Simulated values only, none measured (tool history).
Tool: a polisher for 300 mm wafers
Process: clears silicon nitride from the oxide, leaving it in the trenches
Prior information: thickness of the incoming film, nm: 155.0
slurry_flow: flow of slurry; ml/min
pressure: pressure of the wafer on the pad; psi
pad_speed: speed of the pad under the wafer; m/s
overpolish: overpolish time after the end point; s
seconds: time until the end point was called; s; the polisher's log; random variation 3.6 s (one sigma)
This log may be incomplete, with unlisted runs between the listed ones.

| run | hour | slurry_flow | pressure | pad_speed | overpolish | seconds |
|---|---|---|---|---|---|---|
| 1 | 0.0 | 230 | 3.1 | 1.14 | 7 | 109.51 |
| 2 | 2.0 | 230 | 3.1 | 1.14 | 7 | 113.33 |
| 3 | 5.4 | 230 | 3.1 | 1.14 | 7 | 113.88 |
| 4 | 9.4 | 230 | 2.8 | 1.12 | 7 | 131.39 |
| 5 | 13.4 | 230 | 2.6 | 1.12 | 7 | 136.86 |
| 6 | 17.4 | 230 | 2.4 | 1.12 | 7 | 152.47 |

Expected results for the next run?
| 7 | 22.3 | 230 | 2.3 | 1.12 | 7 | ? |

seconds: 153.38 s

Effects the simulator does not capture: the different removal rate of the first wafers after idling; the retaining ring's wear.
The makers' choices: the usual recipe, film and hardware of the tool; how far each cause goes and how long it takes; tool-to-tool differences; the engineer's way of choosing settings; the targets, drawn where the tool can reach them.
